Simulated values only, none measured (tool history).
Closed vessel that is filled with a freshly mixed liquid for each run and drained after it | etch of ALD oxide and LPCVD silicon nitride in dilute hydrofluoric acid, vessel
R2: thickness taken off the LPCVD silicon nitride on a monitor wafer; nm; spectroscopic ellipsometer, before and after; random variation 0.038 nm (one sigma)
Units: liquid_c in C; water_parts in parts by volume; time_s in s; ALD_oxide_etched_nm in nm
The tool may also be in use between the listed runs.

Run 1, hour 0.0: liquid_c 24.0 C, water_parts 60 parts by volume, time_s 60 s. Result: ALD_oxide_etched_nm 32.877 nm, R2 0.53237 nm.
Run 2, hour 6.6: liquid_c 24.0 C, water_parts 60 parts by volume, time_s 45 s. Result: ALD_oxide_etched_nm 24.857 nm, R2 0.41875 nm.
Run 3, hour 11.0: liquid_c 26.0 C, water_parts 55 parts by volume, time_s 45 s. Result: ALD_oxide_etched_nm 29.227 nm, R2 0.51972 nm.
Run 4, hour 14.2: liquid_c 27.5 C, water_parts 50 parts by volume, time_s 45 s. Result: ALD_oxide_etched_nm 34.684 nm, R2 0.66727 nm.
Run 5, hour 17.9: liquid_c 27.5 C, water_parts 40 parts by volume, time_s 45 s. Result: ALD_oxide_etched_nm 43.543 nm, R2 0.79450 nm.
Run 6, hour 25.2: liquid_c 27.5 C, water_parts 30 parts by volume, time_s 45 s. Result: ALD_oxide_etched_nm 59.713 nm, R2 0.97691 nm.
Run 7, hour 34.3: liquid_c 27.5 C, water_parts 35 parts by volume, time_s 45 s. Result: ALD_oxide_etched_nm 50.474 nm, R2 0.86635 nm.
Run 8, hour 40.3: liquid_c 27.5 C, water_parts 40 parts by volume, time_s 45 s. Result: ALD_oxide_etched_nm 44.040 nm, R2 0.80273 nm.
Run 9, hour 46.9: liquid_c 28.0 C, water_parts 40 parts by volume, time_s 45 s. Result: ALD_oxide_etched_nm 44.925 nm, R2 0.77550 nm.
Run 10, hour 55.0: liquid_c 28.5 C, water_parts 45 parts by volume, time_s 45 s. Result: ALD_oxide_etched_nm 40.245 nm, R2 0.66689 nm.
Run 11, hour 62.2: liquid_c 28.0 C, water_parts 45 parts by volume, time_s 45 s. Result: ALD_oxide_etched_nm 39.462 nm, R2 0.67498 nm.

Run 12 comes next. What will it give?
Run 12, hour 65.1: liquid_c 28.5 C, water_parts 45 parts by volume, time_s 45 s. Result: ALD_oxide_etched_nm ?, R2 ?.

ALD_oxide_etched_nm: 40.531 nm
R2: 0.75674 nm
